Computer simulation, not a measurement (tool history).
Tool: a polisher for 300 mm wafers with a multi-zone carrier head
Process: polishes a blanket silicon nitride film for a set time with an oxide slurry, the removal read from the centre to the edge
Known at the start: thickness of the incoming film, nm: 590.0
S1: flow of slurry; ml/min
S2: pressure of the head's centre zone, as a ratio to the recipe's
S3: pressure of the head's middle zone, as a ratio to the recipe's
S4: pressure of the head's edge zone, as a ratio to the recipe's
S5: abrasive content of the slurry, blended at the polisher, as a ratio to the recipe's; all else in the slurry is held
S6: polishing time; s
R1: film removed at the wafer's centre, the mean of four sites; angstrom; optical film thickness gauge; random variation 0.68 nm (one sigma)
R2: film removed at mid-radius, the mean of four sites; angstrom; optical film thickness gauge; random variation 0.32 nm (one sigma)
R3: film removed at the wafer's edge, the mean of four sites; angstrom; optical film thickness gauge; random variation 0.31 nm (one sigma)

run,hour,S1,S2,S3,S4,S5,S6,R1,R2,R3
1,0,150,1,1,1,1,44,362.83,359.79,364.77
2,7.5,150,1,1,1,1.1,44,378.79,377.04,381.95
3,10.4,150,1,1,1.08,1.1,44,380.17,374.78,391.74
4,15.9,150,1,1,1.08,1.1,54,472.05,459.33,483.88
5,21.9,150,0.95,1,1.08,1.1,54,428.1,460.35,481.01
6,26.5,150,0.97,1.01,1.05,1.1,54,439.88,467.94,478.09
7,32.3,150,0.99,1.02,1.02,1.1,54,469.72,463.42,470.03
8,36.6,150,0.99,1.03,1,1.1,54,464.36,472.32,469.82
9,40.7,150,1,1.04,0.98,1.1,54,458.47,476.38,465.22

Run 10 comes next. What will it give?
10,43.4,150,1,1.04,0.98,1.1,54,?,?,?

{"run 10": {"R1": 458.49, "R2": 478.72, "R3": 464.25}}
